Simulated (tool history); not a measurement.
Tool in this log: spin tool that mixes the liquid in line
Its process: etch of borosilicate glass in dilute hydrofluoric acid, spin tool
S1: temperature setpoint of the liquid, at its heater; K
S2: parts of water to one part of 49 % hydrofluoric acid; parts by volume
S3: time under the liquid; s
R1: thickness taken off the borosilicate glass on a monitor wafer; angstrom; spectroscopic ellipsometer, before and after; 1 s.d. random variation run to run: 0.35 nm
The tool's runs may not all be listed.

| run | hour | S1 | S2 | S3 | R1 |
|---|---|---|---|---|---|
| 1 | 0 | 294.15 | 85 | 50 | 327.62 |
| 2 | 0.9 | 292.15 | 85 | 50 | 302.16 |
| 3 | 5.9 | 293.15 | 75 | 50 | 360.8 |
| 4 | 14.6 | 290.15 | 75 | 50 | 315.58 |
| 5 | 17.9 | 291.65 | 70 | 50 | 365.68 |
| 6 | 23.3 | 293.15 | 65 | 50 | 421.47 |
|  | 26.8 | hydrofluoric acid flow meter replaced |
| 7 | 26.8 | 294.15 | 60 | 50 | 428.11 |
| 8 | 33.9 | 295.15 | 55 | 50 | 486.22 |

Run 9, settings as shown, results not yet in. Your forecast:
| 9 | 40.8 | 296.15 | 50 | 50 | ? |

R1: 562.45 angstrom
